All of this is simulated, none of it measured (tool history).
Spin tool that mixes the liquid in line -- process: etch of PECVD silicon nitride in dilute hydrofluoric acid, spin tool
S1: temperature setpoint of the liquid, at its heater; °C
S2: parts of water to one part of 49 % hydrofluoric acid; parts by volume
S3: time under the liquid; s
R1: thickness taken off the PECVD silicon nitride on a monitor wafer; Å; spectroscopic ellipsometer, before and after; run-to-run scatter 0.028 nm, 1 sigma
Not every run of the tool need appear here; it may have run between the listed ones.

run 1 hour=0 | S1=23 S2=120 S3=295 | R1=49.129
run 2 hour=6.8 | S1=23 S2=145 S3=295 | R1=40.448
run 3 hour=12 | S1=25 S2=145 S3=295 | R1=46.331
run 4 hour=17.8 | S1=25 S2=110 S3=295 | R1=60.45
run 5 hour=23.9 | S1=28 S2=110 S3=295 | R1=72.957
run 6 hour=26.2 | S1=26 S2=125 S3=295 | R1=57.908
run 7 hour=31.6 | S1=24 S2=135 S3=295 | R1=46.397
run 8 hour=33.9 | S1=22.5 S2=140 S3=295 | R1=41.561
run 9 hour=40.1 | S1=21.5 S2=150 S3=295 | R1=34.632
run 10 hour=45.6 | S1=20.5 S2=155 S3=295 | R1=31.611
run 11 hour=53.9 | S1=20 S2=160 S3=295 | R1=30.177
run 12 hour=56.1 | S1=19.5 S2=165 S3=295 | R1=27.823
run 13 hour=65 | S1=19 S2=165 S3=295 | R1=26.706

Predict the results of run 14:
run 14 hour=66.4 | S1=18.5 S2=165 S3=295 | R1=?

Run 14 yielded R1 26.961 Å.
